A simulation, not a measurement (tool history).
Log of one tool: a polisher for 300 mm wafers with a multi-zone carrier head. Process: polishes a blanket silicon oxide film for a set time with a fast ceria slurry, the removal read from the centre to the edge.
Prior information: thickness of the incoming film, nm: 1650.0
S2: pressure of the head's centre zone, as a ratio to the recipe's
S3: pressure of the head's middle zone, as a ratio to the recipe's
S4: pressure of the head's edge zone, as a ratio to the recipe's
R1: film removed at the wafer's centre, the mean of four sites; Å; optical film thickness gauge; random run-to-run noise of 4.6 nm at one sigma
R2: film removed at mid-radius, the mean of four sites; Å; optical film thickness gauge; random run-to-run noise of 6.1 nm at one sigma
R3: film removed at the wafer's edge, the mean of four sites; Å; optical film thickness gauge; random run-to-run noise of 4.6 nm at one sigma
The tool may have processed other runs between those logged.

Run 1, hour 0: flow of slurry (ml/min) 205, S2 1, S3 1, S4 1, polishing time (s) 33. Result: R1 4589.5 Å, R2 5419.9 Å, R3 5228.4 Å.
Run 2, hour 6.2: flow of slurry (ml/min) 205, S2 1, S3 0.93, S4 1, polishing time (s) 33. Result: R1 4660.1 Å, R2 4926.6 Å, R3 5168.6 Å.
Run 3, hour 8.1: flow of slurry (ml/min) 205, S2 1, S3 0.93, S4 1, polishing time (s) 39. Result: R1 5424.4 Å, R2 5986.9 Å, R3 6174.1 Å.
Run 4, hour 10.8: flow of slurry (ml/min) 175, S2 1, S3 0.93, S4 1, polishing time (s) 39. Result: R1 5393.9 Å, R2 5657.4 Å, R3 6004.9 Å.
Run 5, hour 13.3: flow of slurry (ml/min) 175, S2 1.01, S3 0.94, S4 0.98, polishing time (s) 38. Result: R1 5158.2 Å, R2 5497.4 Å, R3 5769.2 Å.
Run 6, hour 19.7: flow of slurry (ml/min) 180, S2 1.03, S3 0.95, S4 0.96, polishing time (s) 37. Result: R1 5339.5 Å, R2 5522.1 Å, R3 5553.9 Å.
Run 7, hour 27.6: flow of slurry (ml/min) 180, S2 1.03, S3 0.95, S4 0.95, polishing time (s) 36. Result: R1 5025.1 Å, R2 5476.1 Å, R3 5427.8 Å.
Run 8, hour 35.7: flow of slurry (ml/min) 180, S2 1.04, S3 0.95, S4 0.94, polishing time (s) 35. Result: R1 5075.1 Å, R2 5248.2 Å, R3 5189.5 Å.
Run 9, hour 41.8: flow of slurry (ml/min) 180, S2 1.05, S3 0.97, S4 0.84, polishing time (s) 26. Result: R1 3780.6 Å, R2 4015.8 Å, R3 3636 Å.
Run 10, hour 49.7: flow of slurry (ml/min) 185, S2 1.06, S3 0.97, S4 0.84, polishing time (s) 26. Result: R1 3804.4 Å, R2 3852.6 Å, R3 3643.8 Å.
Run 11, hour 51: flow of slurry (ml/min) 190, S2 1.07, S3 0.98, S4 0.84, polishing time (s) 26. Result: R1 3958.8 Å, R2 3894 Å, R3 3705.5 Å.
Run 12, hour 58.8: flow of slurry (ml/min) 195, S2 1.07, S3 0.99, S4 0.84, polishing time (s) 26. Result: R1 3926.9 Å, R2 4130.4 Å, R3 3773.1 Å.
Run 13, hour 67.2: flow of slurry (ml/min) 195, S2 1.08, S3 0.99, S4 0.84, polishing time (s) 26. Result: R1 3911.7 Å, R2 4000.6 Å, R3 3666.8 Å.

Run 14 has not been measured yet. What should we expect?
Run 14, hour 71.7: flow of slurry (ml/min) 230, S2 1.13, S3 1, S4 0.88, polishing time (s) 27. Result: R1 ?, R2 ?, R3 ?.

R1: 4471.3 Å
R2: 4450.3 Å
R3: 4054.3 Å

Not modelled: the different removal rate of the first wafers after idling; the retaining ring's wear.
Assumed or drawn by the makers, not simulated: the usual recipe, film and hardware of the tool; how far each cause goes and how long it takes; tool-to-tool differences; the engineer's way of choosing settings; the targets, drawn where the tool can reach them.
